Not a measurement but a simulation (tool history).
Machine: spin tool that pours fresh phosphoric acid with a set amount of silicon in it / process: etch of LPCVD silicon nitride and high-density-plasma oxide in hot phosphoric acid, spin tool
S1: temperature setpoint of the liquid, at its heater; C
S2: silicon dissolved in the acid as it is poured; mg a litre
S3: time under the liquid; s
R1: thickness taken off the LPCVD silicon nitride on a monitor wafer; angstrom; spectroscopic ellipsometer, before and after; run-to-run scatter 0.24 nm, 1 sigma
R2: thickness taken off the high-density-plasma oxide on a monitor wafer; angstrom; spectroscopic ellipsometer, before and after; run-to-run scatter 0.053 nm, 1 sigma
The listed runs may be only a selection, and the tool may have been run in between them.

| run | hour | S1 | S2 | S3 | R1 | R2 |
|---|---|---|---|---|---|---|
| 1 | 0 | 162 | 13.5 | 180 | 183.61 | 3.3346 |
| 2 | 1.8 | 162.5 | 13 | 195 | 202.96 | 3.6596 |
| 3 | 9 | 163 | 11.5 | 210 | 217.55 | 4.2148 |
| 4 | 15.3 | 163 | 11.5 | 135 | 141.91 | 2.4628 |
| 5 | 22.4 | 163 | 11.5 | 165 | 172.15 | 3.2332 |
| 6 | 23.4 | 161.5 | 11.5 | 165 | 164.28 | 2.9817 |
|  | 25.7 | heated supply line repaired |
| 7 | 25.7 | 162 | 11 | 185 | 204 | 3.9933 |
| 8 | 33.5 | 161.5 | 9.5 | 195 | 212.49 | 4.1698 |

Run 9 comes next. What will it give?
| 9 | 35.7 | 161.5 | 8.5 | 205 | ? | ? |

R1: 220.03 angstrom
R2: 4.5776 angstrom
